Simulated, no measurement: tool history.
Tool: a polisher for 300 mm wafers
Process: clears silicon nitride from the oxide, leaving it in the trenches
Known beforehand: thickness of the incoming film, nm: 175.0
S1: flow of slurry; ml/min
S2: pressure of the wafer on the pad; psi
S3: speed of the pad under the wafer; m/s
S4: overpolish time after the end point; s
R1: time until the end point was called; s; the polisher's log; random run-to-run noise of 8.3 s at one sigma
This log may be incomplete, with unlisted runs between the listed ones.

run 1 hour=0 | S1=270 S2=3.3 S3=1.12 S4=45 | R1=168.71
run 2 hour=3 | S1=265 S2=2.8 S3=1 S4=45 | R1=214.93
run 3 hour=10.3 | S1=260 S2=2.4 S3=0.88 S4=45 | R1=290.75
run 4 hour=18.1 | S1=260 S2=3 S3=0.88 S4=45 | R1=228.84
run 5 hour=23.9 | S1=260 S2=2.6 S3=0.84 S4=45 | R1=279.21
-- hour=24.8 worn pad replaced by a new one
run 6 hour=24.8 | S1=260 S2=3.2 S3=0.84 S4=45 | R1=214.25
run 7 hour=32 | S1=260 S2=2.8 S3=0.82 S4=45 | R1=246.89
run 8 hour=32.8 | S1=260 S2=2.5 S3=0.78 S4=45 | R1=289.09
run 9 hour=39.5 | S1=260 S2=2.2 S3=0.76 S4=45 | R1=338.55

Run 10, settings as shown, results not yet in. Your forecast:
run 10 hour=42.8 | S1=260 S2=2 S3=0.76 S4=45 | R1=?

{"run 10": {"R1": 376.96}}
